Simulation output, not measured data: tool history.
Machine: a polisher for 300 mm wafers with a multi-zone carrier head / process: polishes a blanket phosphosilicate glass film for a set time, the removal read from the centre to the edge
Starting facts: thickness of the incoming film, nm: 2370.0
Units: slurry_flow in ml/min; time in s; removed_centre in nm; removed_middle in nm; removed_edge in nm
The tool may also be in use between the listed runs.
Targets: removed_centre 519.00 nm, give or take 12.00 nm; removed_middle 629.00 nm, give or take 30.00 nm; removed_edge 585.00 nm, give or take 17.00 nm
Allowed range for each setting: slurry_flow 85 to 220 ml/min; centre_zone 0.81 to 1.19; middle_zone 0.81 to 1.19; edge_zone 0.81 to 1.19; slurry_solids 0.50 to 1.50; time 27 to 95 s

run,hour,slurry_flow,centre_zone,middle_zone,edge_zone,slurry_solids,time,removed_centre,removed_middle,removed_edge
1,0.0,140,1.00,1.00,1.00,1.00,61,680.83,718.04,682.38
2,6.1,140,1.00,1.00,1.00,0.80,61,617.70,635.15,623.11
3,14.6,140,0.94,1.00,1.00,0.80,61,584.19,630.17,626.43
4,21.0,140,0.94,1.00,1.00,0.80,73,696.65,761.24,755.23
5,29.0,130,0.92,1.01,0.96,0.75,73,661.22,745.66,706.81
6,33.6,120,0.89,1.00,0.94,0.70,73,594.12,712.00,678.60
7,34.8,115,0.89,0.99,0.91,0.65,73,579.87,657.77,643.36
8,37.8,110,0.88,1.00,0.89,0.65,73,556.59,671.22,626.46
9,43.5,105,0.88,0.99,0.88,0.65,73,547.60,652.39,610.71

Consider the 4 candidate settings below. Which is the only one whose results all fall within their allowed miss of target?
A,49.2,120,0.95,0.92,0.82,0.60,71,?,?,?
B,49.2,130,0.86,0.92,0.90,0.60,73,?,?,?
C,49.2,125,0.84,0.88,0.93,0.80,63,?,?,?
D,49.2,115,0.87,1.00,0.87,0.90,60,?,?,?

move,removed_centre,removed_middle,removed_edge
A,583.30,597.75,586.73
B,555.18,627.47,638.02
C,517.96,578.72,621.98
D,521.62,627.34,590.80
A: further off than the last run
B: further off than the last run
C: gets the furthest-off result to its target, but another result is out of tolerance
D: all results in spec
So the answer is move D, the one that meets all the targets.
